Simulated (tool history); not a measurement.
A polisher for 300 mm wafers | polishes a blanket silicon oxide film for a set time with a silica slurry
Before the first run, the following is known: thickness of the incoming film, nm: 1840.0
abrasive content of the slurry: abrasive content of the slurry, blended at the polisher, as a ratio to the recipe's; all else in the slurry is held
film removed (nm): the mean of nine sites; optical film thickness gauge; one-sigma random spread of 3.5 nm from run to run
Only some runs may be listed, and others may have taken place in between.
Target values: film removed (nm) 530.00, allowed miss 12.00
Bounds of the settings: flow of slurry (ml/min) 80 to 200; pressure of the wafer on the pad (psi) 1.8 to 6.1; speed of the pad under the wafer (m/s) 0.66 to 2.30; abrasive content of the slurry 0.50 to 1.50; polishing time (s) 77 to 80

run  hour  flow of slurry (ml/min)  pressure of the wafer on the pad (psi)  speed of the pad under the wafer (m/s)  abrasive content of the slurry  polishing time (s)  film removed (nm)
  1   0.0                      130                                     3.9                                    1.46                            1.00                  77             290.97
  2   7.2                      130                                     3.9                                    1.46                            1.00                  80             306.50
  3  12.5                      135                                     4.2                                    1.46                            1.00                  80             326.49
  4  16.9                      135                                     4.2                                    1.82                            1.00                  80             391.69
  5  25.0                      140                                     4.4                                    1.82                            1.00                  80             412.16
  6  28.8                      140                                     4.4                                    1.82                            0.85                  80             391.04
  7  35.2                      145                                     4.6                                    1.82                            0.85                  80             412.00
  8  36.1                      180                                     5.6                                    1.82                            0.85                  80             514.43

Pick the move, out of 4, that brings all results within their allowed miss; only one does.
  A  37.0                      180                                     6.1                                    1.76                            0.95                  80                  ?
  B  37.0                      170                                     5.3                                    1.96                            0.85                  78                  ?
  C  37.0                      170                                     5.6                                    1.84                            0.75                  80                  ?
  D  37.0                      200                                     5.8                                    1.96                            0.70                  79                  ?

move  film removed (nm)
   A             569.19
   B             502.27
   C             494.27
   D             531.02
A: takes the result that was furthest off past its target
B: the biggest miss grows against the last run
C: the biggest miss grows against the last run
D: every result lands within tolerance
Move D is the one to make.

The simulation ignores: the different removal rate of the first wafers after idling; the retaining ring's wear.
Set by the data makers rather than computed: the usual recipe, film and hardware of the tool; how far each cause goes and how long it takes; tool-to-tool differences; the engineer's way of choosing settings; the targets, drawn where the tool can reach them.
